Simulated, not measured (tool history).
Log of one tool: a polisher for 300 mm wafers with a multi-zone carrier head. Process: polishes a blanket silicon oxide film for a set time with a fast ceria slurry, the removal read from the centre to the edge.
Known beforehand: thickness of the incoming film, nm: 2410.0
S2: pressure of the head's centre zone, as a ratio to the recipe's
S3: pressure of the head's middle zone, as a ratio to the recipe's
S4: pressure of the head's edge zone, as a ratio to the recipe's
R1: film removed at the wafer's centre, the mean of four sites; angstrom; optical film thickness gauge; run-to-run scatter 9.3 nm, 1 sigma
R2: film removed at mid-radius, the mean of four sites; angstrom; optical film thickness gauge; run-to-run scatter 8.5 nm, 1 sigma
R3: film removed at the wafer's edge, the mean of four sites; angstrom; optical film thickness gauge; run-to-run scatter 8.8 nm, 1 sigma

Run 1, day 0.000: flow of slurry (ml/min) 185, S2 1.00, S3 1.00, S4 1.00, polishing time (s) 34. Result: R1 4903.1 angstrom, R2 4717.8 angstrom, R3 4819.1 angstrom.
Run 2, day 0.300: flow of slurry (ml/min) 195, S2 1.00, S3 1.04, S4 1.02, polishing time (s) 36. Result: R1 5259.8 angstrom, R2 5268.7 angstrom, R3 5337.5 angstrom.
Run 3, day 0.429: flow of slurry (ml/min) 195, S2 1.00, S3 1.04, S4 0.98, polishing time (s) 36. Result: R1 5161.1 angstrom, R2 5238.7 angstrom, R3 5124.2 angstrom.
Run 4, day 0.754: flow of slurry (ml/min) 195, S2 1.00, S3 1.04, S4 0.93, polishing time (s) 36. Result: R1 5352.1 angstrom, R2 5253.8 angstrom, R3 5001.9 angstrom.
Run 5, day 0.917: flow of slurry (ml/min) 195, S2 1.00, S3 1.04, S4 0.93, polishing time (s) 40. Result: R1 5857.1 angstrom, R2 5758.9 angstrom, R3 5590.6 angstrom.
Run 6, day 1.000: flow of slurry (ml/min) 195, S2 1.00, S3 1.04, S4 0.93, polishing time (s) 36. Result: R1 5314.0 angstrom, R2 5296.6 angstrom, R3 4972.0 angstrom.
Run 7, day 1.025: flow of slurry (ml/min) 205, S2 1.01, S3 1.08, S4 0.96, polishing time (s) 37. Result: R1 5426.2 angstrom, R2 5562.1 angstrom, R3 5330.9 angstrom.
Run 8, day 1.392: flow of slurry (ml/min) 210, S2 1.01, S3 1.11, S4 0.95, polishing time (s) 39. Result: R1 5815.0 angstrom, R2 6093.2 angstrom, R3 5405.1 angstrom.
Run 9, day 1.700: flow of slurry (ml/min) 215, S2 1.01, S3 1.12, S4 0.98, polishing time (s) 40. Result: R1 5976.7 angstrom, R2 6201.5 angstrom, R3 5625.2 angstrom.
Run 10, day 1.817: flow of slurry (ml/min) 215, S2 1.00, S3 1.13, S4 1.00, polishing time (s) 41. Result: R1 5872.7 angstrom, R2 6370.3 angstrom, R3 5904.1 angstrom.

Predict the results of run 11:
Run 11, day 1.875: flow of slurry (ml/min) 220, S2 1.00, S3 1.14, S4 1.01, polishing time (s) 42. Result: R1 ?, R2 ?, R3 ?.

Run 11 gave R1 6181.7 angstrom, R2 6596.7 angstrom, R3 6173.5 angstrom.
